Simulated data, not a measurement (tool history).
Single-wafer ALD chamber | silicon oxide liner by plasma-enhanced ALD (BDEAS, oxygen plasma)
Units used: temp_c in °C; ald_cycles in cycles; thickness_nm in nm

| run | day | temp_c | ald_cycles | thickness_nm |
|---|---|---|---|---|
| 1 | 0 | 310 | 49 | 4.5678 |
| 2 | 0.35 | 310 | 45 | 4.1876 |
| 3 | 0.45 | 302 | 45 | 4.2325 |
| 4 | 0.625 | 307 | 45 | 4.2139 |
| 5 | 0.942 | 307 | 44 | 4.1268 |
| 6 | 1 | 307 | 43 | 4.0362 |
| 7 | 1.238 | 307 | 42 | 3.943 |
| 8 | 1.5 | 307 | 41 | 3.8667 |
| 9 | 1.808 | 307 | 40 | 3.7451 |
| 10 | 2.125 | 309 | 38 | 3.5384 |
| 11 | 2.358 | 310 | 38 | 3.5675 |

Expected results for the next run?
| 12 | 2.558 | 310 | 38 | ? |

thickness_nm: 3.5481 nm
